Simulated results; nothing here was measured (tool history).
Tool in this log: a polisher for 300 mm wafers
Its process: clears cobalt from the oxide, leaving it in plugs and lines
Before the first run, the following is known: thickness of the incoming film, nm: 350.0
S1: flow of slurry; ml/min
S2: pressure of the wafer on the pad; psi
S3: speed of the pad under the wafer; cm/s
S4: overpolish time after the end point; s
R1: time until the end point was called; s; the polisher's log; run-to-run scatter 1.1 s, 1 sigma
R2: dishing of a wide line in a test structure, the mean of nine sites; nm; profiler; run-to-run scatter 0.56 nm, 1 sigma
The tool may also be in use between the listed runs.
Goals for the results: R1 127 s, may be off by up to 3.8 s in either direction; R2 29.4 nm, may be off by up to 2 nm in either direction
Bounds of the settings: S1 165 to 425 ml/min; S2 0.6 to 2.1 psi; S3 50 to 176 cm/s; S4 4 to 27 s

| run | hour | S1 | S2 | S3 | S4 | R1 | R2 |
|---|---|---|---|---|---|---|---|
| 1 | 0 | 275 | 1.3 | 112 | 14 | 80.394 | 29.52 |
| 2 | 8.1 | 275 | 1.6 | 112 | 14 | 66.656 | 31.736 |
| 3 | 14.5 | 275 | 1.4 | 112 | 15 | 74.4 | 30.162 |
| 4 | 21.9 | 275 | 1.2 | 112 | 15 | 87.61 | 29.717 |
| 5 | 27.7 | 275 | 1.1 | 112 | 16 | 96.408 | 28.505 |
| 6 | 31.4 | 275 | 1.1 | 112 | 12 | 95.077 | 25.48 |
| 7 | 32.7 | 275 | 1 | 112 | 14 | 103.92 | 26.124 |
| 8 | 36 | 275 | 0.9 | 112 | 16 | 116.05 | 27.271 |
| 9 | 38 | 275 | 0.9 | 112 | 16 | 114.77 | 25.88 |
| 10 | 46.7 | 275 | 0.9 | 112 | 18 | 116.47 | 28.333 |

Exercise: of the 5 proposed moves below, exactly one satisfies all targets within the stated allowed misses. Which move is it?
| A | 55.4 | 290 | 1 | 86 | 22 | ? | ? |
| B | 55.4 | 290 | 1 | 116 | 16 | ? | ? |
| C | 55.4 | 285 | 0.9 | 110 | 26 | ? | ? |
| D | 55.4 | 390 | 1 | 112 | 15 | ? | ? |
| E | 55.4 | 320 | 0.9 | 108 | 18 | ? | ? |

| move | R1 | R2 |
|---|---|---|
| A | 125.04 | 30.337 |
| B | 100.76 | 28.897 |
| C | 116.1 | 33.109 |
| D | 101.71 | 27.917 |
| E | 116.89 | 28.558 |
A: meets every target
B: the biggest miss grows against the last run
C: about as far from the targets as the last run
D: the biggest miss grows against the last run
E: about as far from the targets as the last run
A is the move that brings every result within its allowed miss.

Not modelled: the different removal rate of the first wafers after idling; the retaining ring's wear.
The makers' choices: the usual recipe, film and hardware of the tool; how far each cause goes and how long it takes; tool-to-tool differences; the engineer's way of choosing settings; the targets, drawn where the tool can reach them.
